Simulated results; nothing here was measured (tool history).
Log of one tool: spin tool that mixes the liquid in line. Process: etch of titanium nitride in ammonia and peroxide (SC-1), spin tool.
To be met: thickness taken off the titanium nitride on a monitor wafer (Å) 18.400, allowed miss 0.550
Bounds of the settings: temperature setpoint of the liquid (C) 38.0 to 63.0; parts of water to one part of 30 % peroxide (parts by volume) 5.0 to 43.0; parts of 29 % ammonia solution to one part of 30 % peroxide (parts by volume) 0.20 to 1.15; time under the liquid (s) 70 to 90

run,hour,temperature setpoint of the liquid (C),parts of water to one part of 30 % peroxide (parts by volume),parts of 29 % ammonia solution to one part of 30 % peroxide (parts by volume),time under the liquid (s),thickness taken off the titanium nitride on a monitor wafer (Å)
1,0.0,47.0,24.0,0.65,90,24.422
2,2.0,47.0,24.0,0.65,70,19.099
3,6.7,47.0,24.0,0.65,70,19.027
4,14.4,54.0,24.0,0.65,70,30.869
5,17.8,51.5,24.0,0.65,70,25.826
6,24.2,51.5,18.0,0.65,70,30.628
7,29.5,49.5,18.0,0.65,70,26.352
8,32.9,48.0,18.0,0.65,70,23.854
9,38.8,47.0,18.0,0.65,70,22.649
10,43.9,46.0,18.0,0.65,70,20.801
11,49.7,45.5,18.0,0.65,70,20.075
12,51.3,45.0,18.0,0.65,70,19.434

5 next moves are on the table. One of them brings every result within its allowed miss. Which?
A,52.9,43.0,12.5,0.65,70,?
B,52.9,45.0,16.5,0.75,70,?
C,52.9,41.5,8.5,0.50,70,?
D,52.9,44.5,18.5,0.70,70,?
E,52.9,43.0,15.5,0.55,85,?

move,thickness taken off the titanium nitride on a monitor wafer (Å)
A,20.444
B,20.871
C,21.409
D,18.683
E,21.469
A: further off than the last run
B: further off than the last run
C: further off than the last run
D: meets every target
E: further off than the last run
Move D is the one to make.
